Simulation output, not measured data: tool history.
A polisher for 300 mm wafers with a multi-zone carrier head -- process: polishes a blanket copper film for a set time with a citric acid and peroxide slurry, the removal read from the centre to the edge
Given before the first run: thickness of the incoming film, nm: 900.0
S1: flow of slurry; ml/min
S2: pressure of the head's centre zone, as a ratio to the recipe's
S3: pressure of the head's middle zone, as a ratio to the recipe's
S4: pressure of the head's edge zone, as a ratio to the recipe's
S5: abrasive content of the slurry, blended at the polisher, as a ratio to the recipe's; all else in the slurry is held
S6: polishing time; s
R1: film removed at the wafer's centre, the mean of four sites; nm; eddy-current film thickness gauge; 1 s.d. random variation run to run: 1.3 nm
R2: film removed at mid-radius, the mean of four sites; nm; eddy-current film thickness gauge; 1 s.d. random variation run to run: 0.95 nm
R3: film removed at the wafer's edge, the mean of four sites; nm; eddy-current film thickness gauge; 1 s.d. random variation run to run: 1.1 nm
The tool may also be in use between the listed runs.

Run 1, hour 0: S1 210 ml/min, S2 1, S3 1, S4 1, S5 1, S6 44 s. Result: R1 69.833 nm, R2 71.203 nm, R3 67.312 nm.
Run 2, hour 6.5: S1 210 ml/min, S2 0.99, S3 0.97, S4 1.04, S5 1.1, S6 46 s. Result: R1 73.48 nm, R2 73.731 nm, R3 73.56 nm.
Run 3, hour 9.1: S1 245 ml/min, S2 0.99, S3 0.97, S4 1.04, S5 1.1, S6 46 s. Result: R1 73.115 nm, R2 74.38 nm, R3 75.062 nm.
Run 4, hour 17: S1 245 ml/min, S2 0.99, S3 0.89, S4 1.04, S5 1.1, S6 46 s. Result: R1 73.661 nm, R2 71.362 nm, R3 75.918 nm.
Run 5, hour 19.9: S1 250 ml/min, S2 0.99, S3 0.88, S4 1.07, S5 1.2, S6 47 s. Result: R1 75.479 nm, R2 74.303 nm, R3 81.197 nm.
Run 6, hour 26.4: S1 250 ml/min, S2 0.99, S3 0.88, S4 1.07, S5 1.2, S6 56 s. Result: R1 90.453 nm, R2 85.504 nm, R3 96.164 nm.
Run 7, hour 27.9: S1 250 ml/min, S2 0.98, S3 0.87, S4 1.07, S5 1.2, S6 56 s. Result: R1 90.457 nm, R2 85.679 nm, R3 95.615 nm.

Predict the results of run 8:
Run 8, hour 35.7: S1 250 ml/min, S2 0.97, S3 0.86, S4 1.08, S5 1.2, S6 56 s. Result: R1 ?, R2 ?, R3 ?.

{"run 8": {"R1": 89.115, "R2": 86.876, "R3": 94.09}}
